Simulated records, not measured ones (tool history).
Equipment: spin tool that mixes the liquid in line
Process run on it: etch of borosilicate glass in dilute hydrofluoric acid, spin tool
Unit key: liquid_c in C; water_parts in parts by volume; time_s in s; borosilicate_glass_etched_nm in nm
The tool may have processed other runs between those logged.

run,day,liquid_c,water_parts,time_s,borosilicate_glass_etched_nm
1,0,22,135,50,16.458
2,0.229,23,130,50,17.677
3,0.346,24,125,50,19.296
4,0.675,24,125,50,19.321
5,0.85,25,120,50,20.974
6,1.05,25,75,50,35.702

Run 7 comes next. What will it give?
7,1.096,24,75,50,?

{"run 7": {"borosilicate_glass_etched_nm": 34.39}}
